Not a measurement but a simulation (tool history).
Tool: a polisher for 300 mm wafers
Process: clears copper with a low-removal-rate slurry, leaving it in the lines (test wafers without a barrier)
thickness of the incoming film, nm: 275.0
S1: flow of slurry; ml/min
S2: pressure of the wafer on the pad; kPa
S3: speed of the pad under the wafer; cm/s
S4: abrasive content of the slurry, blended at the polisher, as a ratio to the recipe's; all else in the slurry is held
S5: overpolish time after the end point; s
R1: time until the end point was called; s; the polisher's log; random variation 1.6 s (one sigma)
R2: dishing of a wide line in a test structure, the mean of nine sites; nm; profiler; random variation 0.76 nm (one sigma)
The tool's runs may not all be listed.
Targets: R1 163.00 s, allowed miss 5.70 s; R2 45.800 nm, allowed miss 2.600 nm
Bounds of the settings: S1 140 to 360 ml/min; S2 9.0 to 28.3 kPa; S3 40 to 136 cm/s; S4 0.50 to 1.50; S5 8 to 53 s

Run 1, hour 0.0: S1 230 ml/min, S2 18.6 kPa, S3 88 cm/s, S4 1.00, S5 27 s. Result: R1 122.51 s, R2 35.535 nm.
Run 2, hour 3.4: S1 230 ml/min, S2 18.6 kPa, S3 88 cm/s, S4 1.00, S5 31 s. Result: R1 124.32 s, R2 39.167 nm.
Run 3, hour 6.2: S1 230 ml/min, S2 18.6 kPa, S3 88 cm/s, S4 1.00, S5 38 s. Result: R1 122.00 s, R2 47.262 nm.
Run 4, hour 14.4: S1 230 ml/min, S2 21.4 kPa, S3 88 cm/s, S4 1.00, S5 38 s. Result: R1 105.99 s, R2 51.113 nm.
Run 5, hour 19.9: S1 230 ml/min, S2 21.4 kPa, S3 88 cm/s, S4 1.10, S5 38 s. Result: R1 106.75 s, R2 53.389 nm.
Run 6, hour 23.8: S1 230 ml/min, S2 21.4 kPa, S3 88 cm/s, S4 1.15, S5 38 s. Result: R1 105.26 s, R2 53.783 nm.
Run 7, hour 24.5: S1 230 ml/min, S2 19.3 kPa, S3 88 cm/s, S4 1.15, S5 39 s. Result: R1 116.88 s, R2 49.591 nm.
Run 8, hour 25.6: S1 230 ml/min, S2 17.9 kPa, S3 88 cm/s, S4 1.15, S5 41 s. Result: R1 124.41 s, R2 49.070 nm.
Run 9, hour 31.7: S1 230 ml/min, S2 16.5 kPa, S3 88 cm/s, S4 1.15, S5 43 s. Result: R1 135.99 s, R2 46.833 nm.
Run 10, hour 36.5: S1 220 ml/min, S2 13.1 kPa, S3 86 cm/s, S4 1.15, S5 50 s. Result: R1 174.65 s, R2 40.853 nm.
Run 11, hour 45.2: S1 230 ml/min, S2 13.1 kPa, S3 86 cm/s, S4 1.15, S5 50 s. Result: R1 174.91 s, R2 42.588 nm.
Run 12, hour 48.1: S1 235 ml/min, S2 13.1 kPa, S3 86 cm/s, S4 1.15, S5 50 s. Result: R1 173.24 s, R2 41.489 nm.

Which of these 5 next moves meets every target?
Run A, hour 51.0: S1 255 ml/min, S2 13.8 kPa, S3 86 cm/s, S4 1.25, S5 51 s. Result: R1 ?, R2 ?.
Run B, hour 51.0: S1 265 ml/min, S2 17.2 kPa, S3 76 cm/s, S4 1.30, S5 46 s. Result: R1 ?, R2 ?.
Run C, hour 51.0: S1 215 ml/min, S2 15.2 kPa, S3 74 cm/s, S4 1.15, S5 53 s. Result: R1 ?, R2 ?.
Run D, hour 51.0: S1 255 ml/min, S2 13.8 kPa, S3 96 cm/s, S4 1.15, S5 38 s. Result: R1 ?, R2 ?.
Run E, hour 51.0: S1 205 ml/min, S2 11.0 kPa, S3 118 cm/s, S4 1.15, S5 53 s. Result: R1 ?, R2 ?.

move      R1      R2
   A  164.01  46.129
   B  147.59  47.561
   C  178.57  45.174
   D  149.32  39.828
   E  154.80  47.581
A: meets every target
B: takes the result that was furthest off past its target
C: further off than the last run
D: takes the result that was furthest off past its target
E: takes the result that was furthest off past its target
The right move is A.
